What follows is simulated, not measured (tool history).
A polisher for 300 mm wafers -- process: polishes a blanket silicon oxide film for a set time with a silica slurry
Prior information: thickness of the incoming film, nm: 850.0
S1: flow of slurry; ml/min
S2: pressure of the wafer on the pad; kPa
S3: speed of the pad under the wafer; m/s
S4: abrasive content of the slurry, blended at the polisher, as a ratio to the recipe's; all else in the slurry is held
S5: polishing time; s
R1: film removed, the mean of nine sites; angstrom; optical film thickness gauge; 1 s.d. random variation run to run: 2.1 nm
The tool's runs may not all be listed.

Run 1, hour 0: S1 240 ml/min, S2 31.7 kPa, S3 1.3 m/s, S4 1, S5 74 s. Result: R1 3427.9 angstrom.
Run 2, hour 6.8: S1 205 ml/min, S2 31.7 kPa, S3 1.3 m/s, S4 1, S5 74 s. Result: R1 3322.2 angstrom.
Run 3, hour 7.5: S1 200 ml/min, S2 30.3 kPa, S3 1.3 m/s, S4 1, S5 74 s. Result: R1 3197.2 angstrom.
Run 4, hour 8.6: S1 200 ml/min, S2 30.3 kPa, S3 1.3 m/s, S4 1, S5 74 s. Result: R1 3204.2 angstrom.
Run 5, hour 11.5: S1 200 ml/min, S2 30.3 kPa, S3 1.3 m/s, S4 1.2, S5 74 s. Result: R1 3427.6 angstrom.
Run 6, hour 14.6: S1 200 ml/min, S2 30.3 kPa, S3 1.3 m/s, S4 1.2, S5 74 s. Result: R1 3409.5 angstrom.
Run 7, hour 21.4: S1 200 ml/min, S2 29 kPa, S3 1.3 m/s, S4 1.2, S5 74 s. Result: R1 3293.9 angstrom.
Run 8, hour 22.9: S1 200 ml/min, S2 27.6 kPa, S3 1.3 m/s, S4 1.2, S5 74 s. Result: R1 3134.5 angstrom.
Run 9, hour 23.6: S1 200 ml/min, S2 26.2 kPa, S3 1.3 m/s, S4 1.2, S5 74 s. Result: R1 2965.6 angstrom.
Run 10, hour 26.7: S1 200 ml/min, S2 25.5 kPa, S3 1.3 m/s, S4 1.2, S5 74 s. Result: R1 2947.1 angstrom.
Run 11, hour 28.2: S1 195 ml/min, S2 16.5 kPa, S3 1.28 m/s, S4 1.2, S5 74 s. Result: R1 1871.1 angstrom.
Run 12, hour 31.1: S1 200 ml/min, S2 17.2 kPa, S3 1.28 m/s, S4 1.2, S5 74 s. Result: R1 1942.3 angstrom.
Run 13, hour 36.2: S1 200 ml/min, S2 17.9 kPa, S3 1.28 m/s, S4 1.2, S5 74 s. Result: R1 2048 angstrom.
Run 14, hour 45: S1 205 ml/min, S2 17.9 kPa, S3 1.28 m/s, S4 1.2, S5 74 s. Result: R1 2047.4 angstrom.
Run 15, hour 46.8: S1 215 ml/min, S2 17.9 kPa, S3 1.28 m/s, S4 1.2, S5 74 s. Result: R1 2096.7 angstrom.
Run 16, hour 53.9: S1 220 ml/min, S2 17.9 kPa, S3 1.28 m/s, S4 1.2, S5 74 s. Result: R1 2085.2 angstrom.
Run 17, hour 54.8: S1 230 ml/min, S2 17.9 kPa, S3 1.28 m/s, S4 1.2, S5 74 s. Result: R1 2055.2 angstrom.
Run 18, hour 57.7: S1 230 ml/min, S2 18.6 kPa, S3 1.28 m/s, S4 1.2, S5 74 s. Result: R1 2137.6 angstrom.

Run 19 comes next. What will it give?
Run 19, hour 63.1: S1 240 ml/min, S2 21.4 kPa, S3 1.28 m/s, S4 1.2, S5 74 s. Result: R1 ?.

R1: 2495.1 angstrom
